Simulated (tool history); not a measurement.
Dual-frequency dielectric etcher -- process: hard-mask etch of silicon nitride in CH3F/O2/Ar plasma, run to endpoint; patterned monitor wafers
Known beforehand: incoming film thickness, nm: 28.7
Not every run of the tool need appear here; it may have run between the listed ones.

run	hour	source power (kW)	bias power (kW)	endpoint time (s)
1	0.0	0.470	0.055	45.828
2	7.3	0.440	0.053	47.692
3	8.6	0.440	0.057	46.384
4	14.7	0.420	0.055	47.913
5	18.5	0.400	0.053	49.528
6	24.9	0.470	0.053	46.164
7	33.5	0.440	0.051	48.292
8	41.4	0.420	0.050	49.388
# hour 50.4: wet clean of the chamber
9	50.4	0.400	0.049	52.529
10	52.9	0.390	0.049	53.072

Forecast run 11:
11	56.2	0.380	0.049	?

{"run 11": {"endpoint time (s)": 54.052}}
